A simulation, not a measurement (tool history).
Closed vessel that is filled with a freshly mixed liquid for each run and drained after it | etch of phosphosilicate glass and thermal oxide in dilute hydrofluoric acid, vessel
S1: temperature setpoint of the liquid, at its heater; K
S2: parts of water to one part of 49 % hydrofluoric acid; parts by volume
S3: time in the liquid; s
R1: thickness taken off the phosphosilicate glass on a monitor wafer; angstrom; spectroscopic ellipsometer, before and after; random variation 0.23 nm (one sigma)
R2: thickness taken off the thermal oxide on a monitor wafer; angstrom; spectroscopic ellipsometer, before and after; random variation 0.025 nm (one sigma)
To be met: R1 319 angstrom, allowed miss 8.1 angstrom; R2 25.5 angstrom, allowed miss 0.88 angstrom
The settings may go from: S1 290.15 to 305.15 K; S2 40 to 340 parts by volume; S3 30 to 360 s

Run 1, hour 0: S1 297.15 K, S2 190 parts by volume, S3 185 s. Result: R1 550.48 angstrom, R2 42.798 angstrom.
Run 2, hour 5.7: S1 297.15 K, S2 135 parts by volume, S3 185 s. Result: R1 813.71 angstrom, R2 63.779 angstrom.
Run 3, hour 10.5: S1 296.15 K, S2 150 parts by volume, S3 185 s. Result: R1 685.49 angstrom, R2 55.188 angstrom.
Run 4, hour 16.3: S1 296.15 K, S2 120 parts by volume, S3 185 s. Result: R1 894.38 angstrom, R2 70.907 angstrom.
Run 5, hour 17.9: S1 296.15 K, S2 120 parts by volume, S3 215 s. Result: R1 1045.5 angstrom, R2 82.367 angstrom.
Run 6, hour 26.6: S1 296.15 K, S2 120 parts by volume, S3 275 s. Result: R1 1311.9 angstrom, R2 106.18 angstrom.
Run 7, hour 28.6: S1 295.65 K, S2 150 parts by volume, S3 275 s. Result: R1 1004.1 angstrom, R2 80.57 angstrom.
Run 8, hour 36.7: S1 295.65 K, S2 150 parts by volume, S3 275 s. Result: R1 1009.7 angstrom, R2 80.24 angstrom.
Run 9, hour 38.7: S1 294.65 K, S2 170 parts by volume, S3 275 s. Result: R1 840.01 angstrom, R2 66.703 angstrom.
Run 10, hour 41.8: S1 293.65 K, S2 185 parts by volume, S3 275 s. Result: R1 730.27 angstrom, R2 58.659 angstrom.
Run 11, hour 46.2: S1 293.15 K, S2 200 parts by volume, S3 275 s. Result: R1 652.58 angstrom, R2 52.474 angstrom.
Run 12, hour 54.2: S1 292.65 K, S2 215 parts by volume, S3 275 s. Result: R1 592.53 angstrom, R2 46.606 angstrom.
Run 13, hour 61.7: S1 292.15 K, S2 230 parts by volume, S3 275 s. Result: R1 532.76 angstrom, R2 41.498 angstrom.
Run 14, hour 67.2: S1 290.65 K, S2 305 parts by volume, S3 270 s. Result: R1 347.59 angstrom, R2 27.8 angstrom.

Which of these 4 next moves meets every target?
Run A, hour 72.7: S1 290.65 K, S2 260 parts by volume, S3 205 s. Result: R1 ?, R2 ?.
Run B, hour 72.7: S1 290.65 K, S2 340 parts by volume, S3 305 s. Result: R1 ?, R2 ?.
Run C, hour 72.7: S1 290.15 K, S2 135 parts by volume, S3 90 s. Result: R1 ?, R2 ?.
Run D, hour 72.7: S1 290.65 K, S2 340 parts by volume, S3 315 s. Result: R1 ?, R2 ?.

move      R1      R2
   A  321.78   25.92
   B  342.16  27.562
   C  299.43   24.12
   D  353.38  28.466
A: meets every target
B: nearer than the last run, and not there yet
C: takes the result that was furthest off past its target
D: further off than the last run
Answer: A

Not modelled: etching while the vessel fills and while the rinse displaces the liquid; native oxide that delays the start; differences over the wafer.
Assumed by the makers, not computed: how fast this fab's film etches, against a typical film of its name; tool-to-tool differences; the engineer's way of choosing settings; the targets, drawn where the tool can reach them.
